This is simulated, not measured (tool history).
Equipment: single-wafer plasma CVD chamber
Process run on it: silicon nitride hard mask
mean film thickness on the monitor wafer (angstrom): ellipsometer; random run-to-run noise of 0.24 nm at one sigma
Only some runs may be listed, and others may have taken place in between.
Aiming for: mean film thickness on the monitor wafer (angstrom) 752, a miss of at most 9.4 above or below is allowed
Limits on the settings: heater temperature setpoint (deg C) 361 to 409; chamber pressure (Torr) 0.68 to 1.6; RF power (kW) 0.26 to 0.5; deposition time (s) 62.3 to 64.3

| run | hour | heater temperature setpoint (deg C) | chamber pressure (Torr) | RF power (kW) | deposition time (s) | mean film thickness on the monitor wafer (angstrom) |
|---|---|---|---|---|---|---|
| 1 | 0 | 385 | 1.14 | 0.38 | 62.3 | 823.71 |
| 2 | 3 | 385 | 1.08 | 0.38 | 62.3 | 802.41 |
| 3 | 6.1 | 385 | 1.08 | 0.38 | 64.3 | 828.87 |
| 4 | 9.9 | 385 | 1.08 | 0.38 | 64.3 | 828.63 |
| 5 | 13.5 | 385 | 1.03 | 0.38 | 64.3 | 814.94 |
| 6 | 15.6 | 380 | 1.03 | 0.38 | 64.3 | 821.73 |
|  | 23.5 | RF generator calibrated |
| 7 | 23.5 | 381 | 0.98 | 0.38 | 64.3 | 826.84 |
| 8 | 25.1 | 384 | 0.92 | 0.38 | 64.3 | 806.89 |
| 9 | 33.2 | 384 | 0.87 | 0.375 | 64.3 | 785.44 |

Exercise: of the 4 proposed moves below, exactly one satisfies all targets within the stated allowed misses. Which move is it?
| A | 41.3 | 384 | 0.75 | 0.405 | 64.2 | ? |
| B | 41.3 | 375 | 0.8 | 0.425 | 62.6 | ? |
| C | 41.3 | 387 | 0.88 | 0.385 | 63.7 | ? |
| D | 41.3 | 388 | 0.72 | 0.415 | 63.9 | ? |

| move | mean film thickness on the monitor wafer (angstrom) |
|---|---|
| A | 752.02 |
| B | 774.45 |
| C | 786.75 |
| D | 738.33 |
A: in spec on every target
B: better than the last run, though not everything is in spec
C: about as far from the targets as the last run
D: takes the result that was furthest off past its target
Go with A: it meets all targets.

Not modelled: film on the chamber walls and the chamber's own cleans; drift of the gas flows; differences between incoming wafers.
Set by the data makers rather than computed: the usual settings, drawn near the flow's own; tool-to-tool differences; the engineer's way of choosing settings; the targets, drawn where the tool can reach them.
